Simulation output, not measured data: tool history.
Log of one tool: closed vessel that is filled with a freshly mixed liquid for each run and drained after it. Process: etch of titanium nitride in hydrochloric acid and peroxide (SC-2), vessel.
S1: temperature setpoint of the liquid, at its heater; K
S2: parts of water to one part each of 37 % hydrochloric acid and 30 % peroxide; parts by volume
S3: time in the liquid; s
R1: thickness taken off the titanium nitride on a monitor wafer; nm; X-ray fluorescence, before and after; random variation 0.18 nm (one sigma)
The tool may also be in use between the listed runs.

run,hour,S1,S2,S3,R1
1,0.0,330.15,9.5,275,8.2069
2,4.5,333.15,9.5,275,9.8103
3,12.1,340.15,9.5,275,15.2870
4,21.1,333.15,9.5,275,9.9820
5,27.8,335.65,9.5,275,11.8030
6,35.0,335.65,9.5,275,11.6680
7,41.2,343.65,8.5,275,20.7630
8,43.3,344.15,8.5,275,21.2040

Forecast run 9:
9,49.7,344.65,8.5,275,?

R1: 21.9470 nm
